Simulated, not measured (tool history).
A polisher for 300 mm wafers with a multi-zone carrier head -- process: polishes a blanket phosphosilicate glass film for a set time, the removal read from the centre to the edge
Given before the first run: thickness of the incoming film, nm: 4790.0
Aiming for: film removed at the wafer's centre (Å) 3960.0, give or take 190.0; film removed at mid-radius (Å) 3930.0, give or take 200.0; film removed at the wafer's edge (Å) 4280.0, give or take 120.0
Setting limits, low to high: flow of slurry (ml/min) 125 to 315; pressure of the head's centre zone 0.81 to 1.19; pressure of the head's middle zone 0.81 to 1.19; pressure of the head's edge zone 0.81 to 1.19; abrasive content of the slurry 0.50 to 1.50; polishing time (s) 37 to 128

run  hour  flow of slurry (ml/min)  pressure of the head's centre zone  pressure of the head's middle zone  pressure of the head's edge zone  abrasive content of the slurry  polishing time (s)  film removed at the wafer's centre (Å)  film removed at mid-radius (Å)  film removed at the wafer's edge (Å)
  1   0.0                      205                                1.00                                1.00                              1.00                            1.00                  82                                  7221.9                          7117.8                                7395.2
  2   4.6                      205                                1.07                                1.00                              1.00                            1.00                  82                                  7668.1                          7162.9                                7332.0
  3   7.2                      205                                1.07                                1.00                              0.93                            1.00                  82                                  7669.4                          6954.1                                7109.1
  4   9.6                      205                                1.01                                1.00                              0.93                            1.00                  82                                  7080.8                          6977.4                                7108.9
  5  17.8                      235                                1.01                                1.00                              0.93                            1.00                  82                                  7366.7                          7224.4                                7272.6
  6  19.6                      235                                1.01                                1.00                              0.93                            1.00                  70                                  6250.3                          6070.9                                6220.7
  7  26.3                      220                                0.98                                0.98                              0.90                            0.85                  68                                  5343.2                          5395.2                                5482.0
  8  29.0                      210                                0.96                                0.94                              0.88                            0.75                  68                                  4989.3                          5007.6                                5070.6

Exercise: of the 5 proposed moves below, exactly one satisfies all targets within the stated allowed misses. Which move is it?
  A  31.7                      185                                0.93                                0.83                              0.93                            0.95                  51                                       ?                               ?                                     ?
  B  31.7                      220                                0.98                                0.89                              0.89                            0.65                  87                                       ?                               ?                                     ?
  C  31.7                      185                                0.95                                1.07                              0.81                            0.60                  62                                       ?                               ?                                     ?
  D  31.7                      200                                1.05                                0.86                              0.86                            0.60                  62                                       ?                               ?                                     ?
  E  31.7                      240                                0.96                                0.91                              0.85                            1.05                  45                                       ?                               ?                                     ?

move  film removed at the wafer's centre (Å)  film removed at mid-radius (Å)  film removed at the wafer's edge (Å)
   A                                  4045.9                          3963.8                                4291.1
   B                                  6272.2                          5980.7                                6116.1
   C                                  4035.6                          4328.2                                3925.9
   D                                  4525.6                          3973.1                                4076.3
   E                                  4020.6                          3947.1                                3902.7
A: hits every target within its allowed miss
B: misses by more than the last run did
C: pushes the last run's worst result past its target
D: pushes the last run's worst result past its target
E: pushes the last run's worst result past its target
The right move is A.

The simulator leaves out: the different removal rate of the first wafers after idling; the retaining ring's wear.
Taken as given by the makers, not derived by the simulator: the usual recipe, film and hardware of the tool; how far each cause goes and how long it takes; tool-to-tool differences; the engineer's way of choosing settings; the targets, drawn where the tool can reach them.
